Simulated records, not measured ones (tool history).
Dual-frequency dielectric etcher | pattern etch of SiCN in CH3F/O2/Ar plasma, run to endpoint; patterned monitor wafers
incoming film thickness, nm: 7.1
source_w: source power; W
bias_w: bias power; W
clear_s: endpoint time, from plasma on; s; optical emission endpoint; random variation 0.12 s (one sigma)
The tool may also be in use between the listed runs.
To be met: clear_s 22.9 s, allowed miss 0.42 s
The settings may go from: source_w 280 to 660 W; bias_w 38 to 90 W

run,hour,source_w,bias_w,clear_s
1,0,470,64,19.396
2,7.6,470,58,20.172
3,11.9,530,58,19.356
4,13.3,530,64,18.521
5,17.3,490,63,19.01
6,23,530,63,18.566
7,28.6,490,62,19.225
# hour 34: source power generator calibrated
8,34,450,60,19.87
9,36,450,60,19.945
10,37.7,420,58,20.944
11,40.7,420,58,20.696
12,49.1,400,57,21.479
13,53.8,390,57,21.623
14,55.2,380,57,22.156
15,60.3,370,57,22.205

5 next moves are on the table. One of them brings every result within its allowed miss. Which?
A,65.4,350,63,?
B,65.4,350,67,?
C,65.4,390,51,?
D,65.4,370,62,?
E,65.4,370,68,?

move,clear_s
A,21.645
B,21.055
C,22.653
D,21.261
E,20.401
A: further off than the last run
B: further off than the last run
C: meets every target
D: further off than the last run
E: further off than the last run
The right move is C.
